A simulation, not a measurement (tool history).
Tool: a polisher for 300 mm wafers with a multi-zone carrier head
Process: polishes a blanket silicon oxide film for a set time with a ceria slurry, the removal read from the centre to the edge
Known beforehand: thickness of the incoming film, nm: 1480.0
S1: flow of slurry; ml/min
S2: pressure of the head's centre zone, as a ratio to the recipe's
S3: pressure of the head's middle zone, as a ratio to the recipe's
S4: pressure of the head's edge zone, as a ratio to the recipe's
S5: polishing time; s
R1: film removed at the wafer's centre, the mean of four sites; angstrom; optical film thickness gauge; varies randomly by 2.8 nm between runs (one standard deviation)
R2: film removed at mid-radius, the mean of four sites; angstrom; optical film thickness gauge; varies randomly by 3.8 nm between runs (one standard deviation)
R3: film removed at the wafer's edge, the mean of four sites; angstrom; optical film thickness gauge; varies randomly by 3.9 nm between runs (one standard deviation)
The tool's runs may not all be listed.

| run | hour | S1 | S2 | S3 | S4 | S5 | R1 | R2 | R3 |
|---|---|---|---|---|---|---|---|---|---|
| 1 | 0.0 | 195 | 1.00 | 1.00 | 1.00 | 56 | 3240.8 | 3224.2 | 3250.9 |
| 2 | 6.8 | 195 | 1.00 | 1.00 | 1.00 | 46 | 2647.7 | 2627.6 | 2662.9 |
| 3 | 15.3 | 195 | 1.00 | 0.96 | 1.00 | 46 | 2664.3 | 2578.0 | 2625.1 |
| 4 | 22.4 | 190 | 1.01 | 0.96 | 1.03 | 49 | 2819.4 | 2689.2 | 2906.5 |
| 5 | 30.3 | 190 | 1.01 | 0.87 | 1.03 | 49 | 2840.5 | 2502.8 | 2922.9 |
| 6 | 38.9 | 190 | 0.97 | 0.87 | 1.03 | 49 | 2712.8 | 2494.7 | 2883.7 |
| 7 | 42.2 | 195 | 0.99 | 0.89 | 1.05 | 51 | 2956.9 | 2635.3 | 3063.6 |
| 8 | 43.2 | 190 | 1.01 | 0.91 | 1.07 | 53 | 3054.8 | 2823.5 | 3176.8 |

For run 9, what comes out?
| 9 | 44.8 | 245 | 1.09 | 0.88 | 1.17 | 68 | ? | ? | ? |

{"run 9": {"R1": 4317.4, "R2": 3602.7, "R3": 4478.4}}
